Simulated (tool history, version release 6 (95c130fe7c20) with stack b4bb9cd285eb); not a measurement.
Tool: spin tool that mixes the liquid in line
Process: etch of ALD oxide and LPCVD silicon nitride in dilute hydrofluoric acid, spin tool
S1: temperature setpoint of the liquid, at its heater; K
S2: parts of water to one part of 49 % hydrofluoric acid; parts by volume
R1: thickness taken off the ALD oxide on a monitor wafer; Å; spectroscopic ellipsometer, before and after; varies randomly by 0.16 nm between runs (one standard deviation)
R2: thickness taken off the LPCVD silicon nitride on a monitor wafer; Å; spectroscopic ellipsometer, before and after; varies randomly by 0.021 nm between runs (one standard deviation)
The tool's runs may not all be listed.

{"run": 1, "hour": 0.0, "S1": 295.15, "S2": 65, "time under the liquid (s)": 115, "R1": 329.52, "R2": 6.814}
{"run": 2, "hour": 7.3, "S1": 294.65, "S2": 70, "time under the liquid (s)": 115, "R1": 296.32, "R2": 6.2696}
{"run": 3, "hour": 9.3, "S1": 296.15, "S2": 70, "time under the liquid (s)": 115, "R1": 314.34, "R2": 7.4569}
{"run": 4, "hour": 14.3, "S1": 295.65, "S2": 75, "time under the liquid (s)": 115, "R1": 286.86, "R2": 7.0373}
{"run": 5, "hour": 19.2, "S1": 295.15, "S2": 75, "time under the liquid (s)": 115, "R1": 279.55, "R2": 6.4321}
{"run": 6, "hour": 23.8, "S1": 294.65, "S2": 75, "time under the liquid (s)": 115, "R1": 277.7, "R2": 5.9118}
{"run": 7, "hour": 27.2, "S1": 294.65, "S2": 80, "time under the liquid (s)": 115, "R1": 253.96, "R2": 5.772}

Run 8, settings as shown, results not yet in. Your forecast:
{"run": 8, "hour": 31.8, "S1": 294.15, "S2": 80, "time under the liquid (s)": 115, "R1": "?", "R2": "?"}

{"run 8": {"R1": 256.81, "R2": 5.2712}}
